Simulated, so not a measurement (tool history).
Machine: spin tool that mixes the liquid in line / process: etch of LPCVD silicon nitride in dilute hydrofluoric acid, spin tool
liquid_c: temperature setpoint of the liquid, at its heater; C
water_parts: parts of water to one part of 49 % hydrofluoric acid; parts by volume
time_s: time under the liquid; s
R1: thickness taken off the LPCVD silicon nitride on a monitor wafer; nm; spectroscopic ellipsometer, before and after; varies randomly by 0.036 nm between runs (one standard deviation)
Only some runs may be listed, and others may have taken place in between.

Run 1, hour 0.0: liquid_c 23.0 C, water_parts 60 parts by volume, time_s 85 s. Result: R1 0.70234 nm.
Run 2, hour 8.9: liquid_c 20.0 C, water_parts 60 parts by volume, time_s 85 s. Result: R1 0.56706 nm.
Run 3, hour 12.1: liquid_c 20.0 C, water_parts 75 parts by volume, time_s 85 s. Result: R1 0.45479 nm.
Run 4, hour 14.7: liquid_c 21.5 C, water_parts 70 parts by volume, time_s 85 s. Result: R1 0.56168 nm.
Run 5, hour 20.6: liquid_c 23.0 C, water_parts 65 parts by volume, time_s 85 s. Result: R1 0.64686 nm.
Run 6, hour 27.8: liquid_c 23.0 C, water_parts 50 parts by volume, time_s 85 s. Result: R1 0.86817 nm.
Run 7, hour 32.9: liquid_c 23.0 C, water_parts 50 parts by volume, time_s 85 s. Result: R1 0.88685 nm.
Run 8, hour 33.6: liquid_c 23.5 C, water_parts 50 parts by volume, time_s 85 s. Result: R1 0.86704 nm.
Run 9, hour 36.7: liquid_c 24.0 C, water_parts 50 parts by volume, time_s 85 s. Result: R1 0.94027 nm.
Run 10, hour 44.6: liquid_c 24.5 C, water_parts 50 parts by volume, time_s 85 s. Result: R1 0.90582 nm.

For run 11, what comes out?
Run 11, hour 48.4: liquid_c 25.0 C, water_parts 50 parts by volume, time_s 85 s. Result: R1 ?.

{"run 11": {"R1": 0.98846}}
